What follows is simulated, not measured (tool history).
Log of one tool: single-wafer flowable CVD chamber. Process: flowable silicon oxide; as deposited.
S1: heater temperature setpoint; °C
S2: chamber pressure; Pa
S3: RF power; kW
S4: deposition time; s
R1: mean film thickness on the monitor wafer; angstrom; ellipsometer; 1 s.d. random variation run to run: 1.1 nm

run,hour,S1,S2,S3,S4,R1
1,0.0,105,79.7,2.300,633,2262.7
2,5.1,104,79.7,2.300,633,2309.7
3,12.4,104,74.4,2.300,633,2169.4
4,21.2,103,74.4,2.300,633,2238.6
5,26.8,103,82.4,2.300,633,2461.7
6,34.6,102,82.4,2.300,633,2541.9
7,38.3,100,82.4,2.300,633,2712.9

What does the tool deliver on the next run?
8,43.5,99,82.4,2.300,633,?

For run 8 the tool returned R1 2777.5 angstrom.

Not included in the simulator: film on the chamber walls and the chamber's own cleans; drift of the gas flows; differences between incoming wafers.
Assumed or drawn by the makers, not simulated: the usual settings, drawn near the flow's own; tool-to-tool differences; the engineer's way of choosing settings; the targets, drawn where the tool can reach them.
